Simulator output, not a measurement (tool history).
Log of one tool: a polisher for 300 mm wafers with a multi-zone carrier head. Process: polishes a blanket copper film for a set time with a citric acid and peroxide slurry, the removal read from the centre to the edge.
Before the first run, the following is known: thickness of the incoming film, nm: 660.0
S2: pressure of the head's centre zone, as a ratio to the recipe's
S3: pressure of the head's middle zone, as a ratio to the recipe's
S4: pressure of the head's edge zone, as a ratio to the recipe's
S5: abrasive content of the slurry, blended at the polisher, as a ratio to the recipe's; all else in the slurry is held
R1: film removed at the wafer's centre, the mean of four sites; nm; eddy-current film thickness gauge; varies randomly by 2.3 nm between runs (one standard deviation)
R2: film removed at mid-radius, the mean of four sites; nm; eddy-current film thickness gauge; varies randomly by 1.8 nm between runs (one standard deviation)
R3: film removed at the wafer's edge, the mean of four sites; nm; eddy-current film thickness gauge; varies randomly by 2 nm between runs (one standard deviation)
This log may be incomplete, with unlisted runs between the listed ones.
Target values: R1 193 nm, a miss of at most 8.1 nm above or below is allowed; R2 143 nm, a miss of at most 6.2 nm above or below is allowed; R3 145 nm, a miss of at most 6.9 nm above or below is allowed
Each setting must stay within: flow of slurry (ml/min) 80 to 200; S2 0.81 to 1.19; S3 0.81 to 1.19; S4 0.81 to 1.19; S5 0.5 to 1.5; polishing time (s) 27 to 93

run 1 hour=0 | flow_of_slurry_(ml/min)=130 S2=1 S3=1 S4=1 S5=1 polishing_time_(s)=59 | R1=188.47 R2=192.99 R3=183.14
run 2 hour=4 | flow_of_slurry_(ml/min)=130 S2=1 S3=1.06 S4=1 S5=1 polishing_time_(s)=59 | R1=187.05 R2=198.67 R3=182.28
run 3 hour=11.8 | flow_of_slurry_(ml/min)=130 S2=1 S3=1.06 S4=1 S5=1 polishing_time_(s)=48 | R1=152.75 R2=161.3 R3=148.09
run 4 hour=14.1 | flow_of_slurry_(ml/min)=130 S2=1 S3=1.06 S4=1 S5=1.2 polishing_time_(s)=48 | R1=155.42 R2=163.24 R3=149.08
run 5 hour=22.4 | flow_of_slurry_(ml/min)=135 S2=1.03 S3=1.03 S4=1 S5=1.2 polishing_time_(s)=47 | R1=161.19 R2=164.03 R3=150.72
run 6 hour=26.6 | flow_of_slurry_(ml/min)=135 S2=1.03 S3=1.03 S4=1 S5=1.2 polishing_time_(s)=55 | R1=187.44 R2=192.99 R3=175.97
run 7 hour=29.4 | flow_of_slurry_(ml/min)=130 S2=1.06 S3=0.99 S4=0.97 S5=1.1 polishing_time_(s)=54 | R1=183.8 R2=169.56 R3=170.03
run 8 hour=32.8 | flow_of_slurry_(ml/min)=135 S2=1.08 S3=1 S4=0.94 S5=1.1 polishing_time_(s)=53 | R1=182.63 R2=172.28 R3=159.82
run 9 hour=37.2 | flow_of_slurry_(ml/min)=135 S2=1.1 S3=0.98 S4=0.92 S5=1.1 polishing_time_(s)=53 | R1=190.7 R2=172.43 R3=162.1
run 10 hour=40.4 | flow_of_slurry_(ml/min)=135 S2=1.12 S3=0.96 S4=0.9 S5=1.05 polishing_time_(s)=53 | R1=191.71 R2=171.03 R3=158.46
run 11 hour=47.7 | flow_of_slurry_(ml/min)=135 S2=1.13 S3=0.93 S4=0.89 S5=1.05 polishing_time_(s)=53 | R1=199.13 R2=158.45 R3=159.4
run 12 hour=50.9 | flow_of_slurry_(ml/min)=130 S2=1.14 S3=0.93 S4=0.88 S5=1.05 polishing_time_(s)=53 | R1=196 R2=159.62 R3=154.27
run 13 hour=55.4 | flow_of_slurry_(ml/min)=130 S2=1.14 S3=0.93 S4=0.88 S5=1.05 polishing_time_(s)=53 | R1=194.99 R2=158.9 R3=154.13
run 14 hour=61 | flow_of_slurry_(ml/min)=125 S2=1.15 S3=0.92 S4=0.88 S5=1.05 polishing_time_(s)=53 | R1=191.28 R2=157.89 R3=154.43
run 15 hour=64.7 | flow_of_slurry_(ml/min)=125 S2=1.15 S3=0.92 S4=0.88 S5=1.05 polishing_time_(s)=53 | R1=189.49 R2=158.93 R3=152.98
run 16 hour=68 | flow_of_slurry_(ml/min)=125 S2=1.16 S3=0.91 S4=0.87 S5=1.05 polishing_time_(s)=53 | R1=190.3 R2=157.48 R3=149.91
run 17 hour=70.1 | flow_of_slurry_(ml/min)=125 S2=1.16 S3=0.9 S4=0.86 S5=1.05 polishing_time_(s)=53 | R1=196.59 R2=157.47 R3=154.91
run 18 hour=74.7 | flow_of_slurry_(ml/min)=125 S2=1.17 S3=0.89 S4=0.86 S5=1 polishing_time_(s)=53 | R1=194.71 R2=151.14 R3=149.59

Which single option among these 5 for the next run brings every result within its allowed miss of target? Just one does.
run A hour=79.3 | flow_of_slurry_(ml/min)=140 S2=1.12 S3=0.91 S4=0.86 S5=0.7 polishing_time_(s)=54 | R1=? R2=? R3=?
run B hour=79.3 | flow_of_slurry_(ml/min)=135 S2=1.14 S3=1.01 S4=0.83 S5=0.85 polishing_time_(s)=54 | R1=? R2=? R3=?
run C hour=79.3 | flow_of_slurry_(ml/min)=140 S2=1.13 S3=0.98 S4=0.81 S5=0.95 polishing_time_(s)=52 | R1=? R2=? R3=?
run D hour=79.3 | flow_of_slurry_(ml/min)=140 S2=1.12 S3=0.99 S4=0.81 S5=0.9 polishing_time_(s)=53 | R1=? R2=? R3=?
run E hour=79.3 | flow_of_slurry_(ml/min)=120 S2=1.18 S3=0.87 S4=0.85 S5=0.9 polishing_time_(s)=52 | R1=? R2=? R3=?

move=A R1=189.64 R2=158.4 R3=146.12
move=B R1=195.79 R2=175.37 R3=146.04
move=C R1=191.06 R2=168.21 R3=141.89
move=D R1=191.72 R2=171.76 R3=143.62
move=E R1=190.46 R2=146.1 R3=140.68
A: the biggest miss grows against the last run
B: the biggest miss grows against the last run
C: the biggest miss grows against the last run
D: the biggest miss grows against the last run
E: all results land within tolerance of their targets
Move E is the one to make.
